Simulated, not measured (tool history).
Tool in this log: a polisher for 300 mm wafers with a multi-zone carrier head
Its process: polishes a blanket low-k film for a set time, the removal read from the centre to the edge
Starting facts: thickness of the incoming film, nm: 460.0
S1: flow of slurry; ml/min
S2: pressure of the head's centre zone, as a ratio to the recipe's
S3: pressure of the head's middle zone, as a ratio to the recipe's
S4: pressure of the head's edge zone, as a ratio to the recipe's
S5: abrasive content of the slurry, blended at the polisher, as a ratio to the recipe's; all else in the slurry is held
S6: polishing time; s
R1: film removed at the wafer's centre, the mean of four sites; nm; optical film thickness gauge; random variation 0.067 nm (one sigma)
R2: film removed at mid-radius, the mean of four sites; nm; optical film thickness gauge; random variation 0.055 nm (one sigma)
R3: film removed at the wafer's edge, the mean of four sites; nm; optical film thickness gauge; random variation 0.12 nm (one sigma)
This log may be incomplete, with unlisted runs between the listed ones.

run	hour	S1	S2	S3	S4	S5	S6	R1	R2	R3
1	0	305	1	1	1	1	33	10.815	10.393	10.47
2	6.1	295	0.97	0.95	0.98	0.9	33	9.8537	9.3194	9.856
3	11.4	345	0.97	0.95	0.98	0.9	33	9.9713	9.463	10.01
4	12.3	345	0.92	0.95	0.98	0.9	33	9.4795	9.5237	10.063
5	20.8	345	0.92	0.95	0.98	0.9	25	7.1306	7.2878	7.4686
# hour 29.3: slurry nozzle cleaned
6	29.3	345	0.96	0.95	0.98	0.9	25	7.6104	7.4205	7.4164

Run 7 is up next; what results do you expect?
7	30.3	370	0.99	0.9	1.08	1.05	25	?	?	?

{"run 7": {"R1": 8.6227, "R2": 7.8511, "R3": 8.8931}}

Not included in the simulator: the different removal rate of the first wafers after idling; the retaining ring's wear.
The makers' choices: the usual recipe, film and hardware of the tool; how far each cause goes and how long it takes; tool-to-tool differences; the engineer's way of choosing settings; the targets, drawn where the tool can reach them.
